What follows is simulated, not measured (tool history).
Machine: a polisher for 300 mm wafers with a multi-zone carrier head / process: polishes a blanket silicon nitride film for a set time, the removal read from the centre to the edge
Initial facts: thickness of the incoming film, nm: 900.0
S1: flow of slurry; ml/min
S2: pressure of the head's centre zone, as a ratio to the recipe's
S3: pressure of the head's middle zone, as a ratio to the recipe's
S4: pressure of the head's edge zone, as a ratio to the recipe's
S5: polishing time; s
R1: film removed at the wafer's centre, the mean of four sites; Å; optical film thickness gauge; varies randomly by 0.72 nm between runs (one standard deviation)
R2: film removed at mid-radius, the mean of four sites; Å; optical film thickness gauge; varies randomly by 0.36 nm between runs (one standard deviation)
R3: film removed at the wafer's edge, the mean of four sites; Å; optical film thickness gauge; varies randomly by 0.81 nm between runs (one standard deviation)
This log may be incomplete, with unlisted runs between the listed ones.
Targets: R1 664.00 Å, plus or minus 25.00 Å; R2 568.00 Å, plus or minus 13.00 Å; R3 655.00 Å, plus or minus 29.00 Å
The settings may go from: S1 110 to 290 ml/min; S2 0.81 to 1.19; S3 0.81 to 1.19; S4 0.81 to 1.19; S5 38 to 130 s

| run | hour | S1 | S2 | S3 | S4 | S5 | R1 | R2 | R3 |
|---|---|---|---|---|---|---|---|---|---|
| 1 | 0.0 | 185 | 1.00 | 1.00 | 1.00 | 84 | 1117.30 | 1183.90 | 1145.40 |
| 2 | 1.7 | 185 | 1.00 | 0.94 | 1.00 | 84 | 1159.20 | 1108.00 | 1154.40 |
| 3 | 3.3 | 185 | 1.00 | 0.90 | 1.00 | 84 | 1137.30 | 1073.50 | 1134.30 |
| 4 | 5.5 | 175 | 1.00 | 0.88 | 1.00 | 74 | 1007.60 | 920.16 | 1017.00 |
| 5 | 6.4 | 165 | 1.00 | 0.86 | 0.97 | 66 | 888.06 | 802.17 | 897.73 |
| 6 | 14.4 | 200 | 1.00 | 0.86 | 0.97 | 66 | 908.51 | 821.50 | 901.84 |
| 7 | 16.6 | 190 | 1.00 | 0.85 | 0.95 | 61 | 854.35 | 744.51 | 841.64 |
| 8 | 20.9 | 190 | 1.00 | 0.85 | 0.95 | 61 | 830.63 | 744.27 | 823.05 |
| 9 | 22.1 | 140 | 1.02 | 0.81 | 0.93 | 42 | 542.10 | 465.79 | 545.16 |
| 10 | 23.4 | 160 | 1.02 | 0.81 | 0.94 | 42 | 570.46 | 480.64 | 553.89 |
| 11 | 24.8 | 180 | 1.01 | 0.81 | 0.96 | 42 | 571.33 | 490.46 | 570.15 |
| 12 | 27.8 | 200 | 1.01 | 0.81 | 0.96 | 43 | 600.29 | 509.33 | 597.23 |
| 13 | 30.0 | 215 | 1.01 | 0.81 | 0.96 | 43 | 622.91 | 516.47 | 582.16 |
| 14 | 31.0 | 215 | 1.00 | 0.81 | 0.97 | 44 | 612.16 | 531.47 | 606.22 |

Exactly one of the 5 candidate moves below puts every result within its allowed miss. Which one?
| A | 32.0 | 240 | 1.15 | 0.84 | 0.86 | 43 | ? | ? | ? |
| B | 32.0 | 195 | 1.12 | 0.91 | 0.88 | 46 | ? | ? | ? |
| C | 32.0 | 285 | 1.02 | 0.83 | 1.04 | 45 | ? | ? | ? |
| D | 32.0 | 250 | 1.07 | 0.82 | 0.84 | 43 | ? | ? | ? |
| E | 32.0 | 210 | 1.18 | 0.85 | 0.92 | 43 | ? | ? | ? |

| move | R1 | R2 | R3 |
|---|---|---|---|
| A | 699.44 | 536.93 | 563.31 |
| B | 705.25 | 595.73 | 594.66 |
| C | 663.04 | 567.83 | 651.08 |
| D | 654.03 | 529.36 | 560.06 |
| E | 703.42 | 532.21 | 571.89 |
A: further off than the last run
B: takes the result that was furthest off past its target
C: hits every target within its allowed miss
D: further off than the last run
E: about as far from the targets as the last run
C meets every target.
